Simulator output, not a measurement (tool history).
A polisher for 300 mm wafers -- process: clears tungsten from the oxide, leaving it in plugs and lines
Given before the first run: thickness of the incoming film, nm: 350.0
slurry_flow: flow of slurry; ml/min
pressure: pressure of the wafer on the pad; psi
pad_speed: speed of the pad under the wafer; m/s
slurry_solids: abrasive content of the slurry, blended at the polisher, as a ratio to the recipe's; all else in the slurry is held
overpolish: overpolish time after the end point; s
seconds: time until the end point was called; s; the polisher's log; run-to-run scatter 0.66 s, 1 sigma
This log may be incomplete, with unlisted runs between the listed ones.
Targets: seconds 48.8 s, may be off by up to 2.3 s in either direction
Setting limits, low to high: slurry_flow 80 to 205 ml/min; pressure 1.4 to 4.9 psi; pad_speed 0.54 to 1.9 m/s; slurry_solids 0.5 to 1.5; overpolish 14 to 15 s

Run 1, hour 0: slurry_flow 135 ml/min, pressure 3.1 psi, pad_speed 1.22 m/s, slurry_solids 1, overpolish 14 s. Result: seconds 61.391 s.
Run 2, hour 7.5: slurry_flow 135 ml/min, pressure 3.1 psi, pad_speed 0.94 m/s, slurry_solids 1, overpolish 14 s. Result: seconds 80.998 s.
Run 3, hour 14.6: slurry_flow 135 ml/min, pressure 3.1 psi, pad_speed 0.74 m/s, slurry_solids 1, overpolish 14 s. Result: seconds 100.2 s.
Run 4, hour 17.7: slurry_flow 135 ml/min, pressure 3.1 psi, pad_speed 0.74 m/s, slurry_solids 1, overpolish 15 s. Result: seconds 101.29 s.
Run 5, hour 22.4: slurry_flow 135 ml/min, pressure 3.4 psi, pad_speed 0.76 m/s, slurry_solids 1, overpolish 15 s. Result: seconds 89.314 s.
Run 6, hour 29.5: slurry_flow 135 ml/min, pressure 3.4 psi, pad_speed 0.76 m/s, slurry_solids 1, overpolish 15 s. Result: seconds 87.572 s.
Run 7, hour 30.5: slurry_flow 135 ml/min, pressure 3.7 psi, pad_speed 0.76 m/s, slurry_solids 1, overpolish 15 s. Result: seconds 82.305 s.
Run 8, hour 31.7: slurry_flow 135 ml/min, pressure 3.9 psi, pad_speed 0.8 m/s, slurry_solids 1, overpolish 15 s. Result: seconds 72.705 s.
Run 9, hour 33.6: slurry_flow 135 ml/min, pressure 4.1 psi, pad_speed 0.82 m/s, slurry_solids 1, overpolish 15 s. Result: seconds 69.322 s.
Run 10, hour 37.3: slurry_flow 135 ml/min, pressure 4.3 psi, pad_speed 0.84 m/s, slurry_solids 1, overpolish 15 s. Result: seconds 63.913 s.
Run 11, hour 41.4: slurry_flow 135 ml/min, pressure 4.4 psi, pad_speed 0.86 m/s, slurry_solids 1, overpolish 15 s. Result: seconds 61.092 s.
Run 12, hour 47.6: slurry_flow 135 ml/min, pressure 4.5 psi, pad_speed 0.88 m/s, slurry_solids 1, overpolish 15 s. Result: seconds 58.046 s.

Consider the 4 candidate settings below. Which is the only one whose results all fall within their allowed miss of target?
Run A, hour 53.8: slurry_flow 145 ml/min, pressure 4.8 psi, pad_speed 0.96 m/s, slurry_solids 1.1, overpolish 15 s. Result: seconds ?.
Run B, hour 53.8: slurry_flow 150 ml/min, pressure 4.9 psi, pad_speed 1.1 m/s, slurry_solids 1, overpolish 15 s. Result: seconds ?.
Run C, hour 53.8: slurry_flow 125 ml/min, pressure 4.9 psi, pad_speed 1.14 m/s, slurry_solids 0.95, overpolish 14 s. Result: seconds ?.
Run D, hour 53.8: slurry_flow 120 ml/min, pressure 4.9 psi, pad_speed 1 m/s, slurry_solids 0.65, overpolish 15 s. Result: seconds ?.

move  seconds
   A   48.118
   B   42.204
   C    42.94
   D   54.901
A: meets every target
B: moves the result that the last run missed by most past its target, out the other side
C: moves the result that the last run missed by most past its target, out the other side
D: nearer the targets than the last run, but a result is still out of spec
A meets every target.

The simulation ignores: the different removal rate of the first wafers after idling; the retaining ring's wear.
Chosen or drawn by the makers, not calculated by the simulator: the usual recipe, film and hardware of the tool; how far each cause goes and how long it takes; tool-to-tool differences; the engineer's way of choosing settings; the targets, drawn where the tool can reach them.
